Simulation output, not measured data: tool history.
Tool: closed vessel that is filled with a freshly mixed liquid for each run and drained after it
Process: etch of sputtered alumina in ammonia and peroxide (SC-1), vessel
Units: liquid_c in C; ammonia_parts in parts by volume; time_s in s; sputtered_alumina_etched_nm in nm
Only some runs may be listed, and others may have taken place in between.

run	hour	liquid_c	ammonia_parts	time_s	sputtered_alumina_etched_nm
1	0	53	0.8	400	32.994
2	7.8	53	0.8	400	33.51
3	9.7	53	0.8	400	33.08
4	15.6	51.5	0.8	400	30.692
5	24.1	51.5	1	400	31.421
6	26.7	50.5	1	400	29.995
7	32	49.5	1	400	28.085

The next listed run, before its measurement:
8	34	48.5	1	400	?

sputtered_alumina_etched_nm: 26.399 nm
